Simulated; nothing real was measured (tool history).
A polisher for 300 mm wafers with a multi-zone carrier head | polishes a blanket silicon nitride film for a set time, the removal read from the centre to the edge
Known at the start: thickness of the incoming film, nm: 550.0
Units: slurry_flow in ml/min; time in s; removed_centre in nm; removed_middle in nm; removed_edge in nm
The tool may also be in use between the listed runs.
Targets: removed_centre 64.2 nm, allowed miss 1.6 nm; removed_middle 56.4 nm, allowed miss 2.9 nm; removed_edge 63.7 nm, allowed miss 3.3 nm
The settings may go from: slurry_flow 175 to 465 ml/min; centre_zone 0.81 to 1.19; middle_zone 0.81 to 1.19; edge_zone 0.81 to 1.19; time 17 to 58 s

{"run": 1, "day": 0.0, "slurry_flow": 295, "centre_zone": 1, "middle_zone": 1, "edge_zone": 1, "time": 37, "removed_centre": 48.182, "removed_middle": 46.955, "removed_edge": 48.688}
{"run": 2, "day": 0.046, "slurry_flow": 295, "centre_zone": 1.02, "middle_zone": 1, "edge_zone": 1.04, "time": 39, "removed_centre": 52.165, "removed_middle": 49.718, "removed_edge": 51.179}
{"run": 3, "day": 0.354, "slurry_flow": 325, "centre_zone": 1.02, "middle_zone": 1, "edge_zone": 1.04, "time": 39, "removed_centre": 52.377, "removed_middle": 48.888, "removed_edge": 52.042}
{"run": 4, "day": 0.608, "slurry_flow": 340, "centre_zone": 1.03, "middle_zone": 1, "edge_zone": 1.06, "time": 40, "removed_centre": 55.058, "removed_middle": 50.65, "removed_edge": 52.938}
{"run": 5, "day": 0.904, "slurry_flow": 340, "centre_zone": 1.03, "middle_zone": 1, "edge_zone": 1, "time": 40, "removed_centre": 54.837, "removed_middle": 51.685, "removed_edge": 52.024}
{"run": 6, "day": 0.992, "slurry_flow": 340, "centre_zone": 1.03, "middle_zone": 1, "edge_zone": 0.94, "time": 40, "removed_centre": 55.049, "removed_middle": 50.862, "removed_edge": 50.186}
{"run": 7, "day": 1.142, "slurry_flow": 330, "centre_zone": 1.03, "middle_zone": 0.99, "edge_zone": 0.98, "time": 41, "removed_centre": 55.655, "removed_middle": 51.15, "removed_edge": 52.566}
{"run": 8, "day": 1.512, "slurry_flow": 320, "centre_zone": 1.03, "middle_zone": 0.98, "edge_zone": 1.01, "time": 42, "removed_centre": 56.927, "removed_middle": 54.194, "removed_edge": 54.336}
{"run": 9, "day": 1.754, "slurry_flow": 320, "centre_zone": 1.03, "middle_zone": 0.98, "edge_zone": 1.01, "time": 42, "removed_centre": 57.641, "removed_middle": 53.392, "removed_edge": 53.615}
{"run": 10, "day": 2.038, "slurry_flow": 350, "centre_zone": 1.03, "middle_zone": 0.98, "edge_zone": 1.05, "time": 43, "removed_centre": 58.9, "removed_middle": 56.254, "removed_edge": 58.304}
{"run": 11, "day": 2.117, "slurry_flow": 360, "centre_zone": 1.04, "middle_zone": 0.96, "edge_zone": 1.07, "time": 43, "removed_centre": 59.909, "removed_middle": 53.612, "removed_edge": 58.913}

4 next moves are on the table. One of them brings every result within its allowed miss. Which?
{"run": "A", "day": 2.196, "slurry_flow": 300, "centre_zone": 0.93, "middle_zone": 0.98, "edge_zone": 1.07, "time": 44, "removed_centre": "?", "removed_middle": "?", "removed_edge": "?"}
{"run": "B", "day": 2.196, "slurry_flow": 255, "centre_zone": 1.07, "middle_zone": 1.1, "edge_zone": 0.87, "time": 44, "removed_centre": "?", "removed_middle": "?", "removed_edge": "?"}
{"run": "C", "day": 2.196, "slurry_flow": 385, "centre_zone": 1.16, "middle_zone": 0.94, "edge_zone": 1.05, "time": 43, "removed_centre": "?", "removed_middle": "?", "removed_edge": "?"}
{"run": "D", "day": 2.196, "slurry_flow": 445, "centre_zone": 1.03, "middle_zone": 0.91, "edge_zone": 1.14, "time": 46, "removed_centre": "?", "removed_middle": "?", "removed_edge": "?"}

move=A removed_centre=53.842 removed_middle=56.182 removed_edge=60.479
move=B removed_centre=61.223 removed_middle=61.179 removed_edge=54.216
move=C removed_centre=66.976 removed_middle=53.878 removed_edge=59.367
move=D removed_centre=64.18 removed_middle=56.636 removed_edge=66.689
A: further off than the last run
B: further off than the last run
C: takes the result that was furthest off past its target
D: meets every target
Answer: D
